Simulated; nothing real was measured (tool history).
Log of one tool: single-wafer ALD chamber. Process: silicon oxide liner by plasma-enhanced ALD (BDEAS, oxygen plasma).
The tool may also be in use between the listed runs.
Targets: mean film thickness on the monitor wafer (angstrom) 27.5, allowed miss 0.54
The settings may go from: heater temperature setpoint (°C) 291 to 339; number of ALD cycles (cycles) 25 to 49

run	day	heater temperature setpoint (°C)	number of ALD cycles (cycles)	mean film thickness on the monitor wafer (angstrom)
1	0	315	37	33.677
2	0.162	322	37	33.382
3	0.308	322	42	37.71
4	0.592	323	40	36.182
5	0.762	329	40	35.182
6	0.875	330	39	34.527
7	0.958	331	38	33.552
8	1.096	331	38	33.567
9	1.329	332	37	32.825
10	1.417	332	36	31.799
11	1.483	332	35	30.772
12	1.696	332	34	30.316
13	1.85	332	33	28.957
14	1.888	333	32	28.155
15	2.2	334	32	28.248

5 next moves are on the table. One of them brings every result within its allowed miss. Which?
A	2.512	339	33	?
B	2.512	325	33	?
C	2.512	333	31	?
D	2.512	333	33	?
E	2.512	332	33	?

move	mean film thickness on the monitor wafer (angstrom)
A	28.727
B	29.415
C	27.263
D	29.022
E	29.071
A: further off than the last run
B: further off than the last run
C: meets every target
D: further off than the last run
E: further off than the last run
Move C is the one to make.
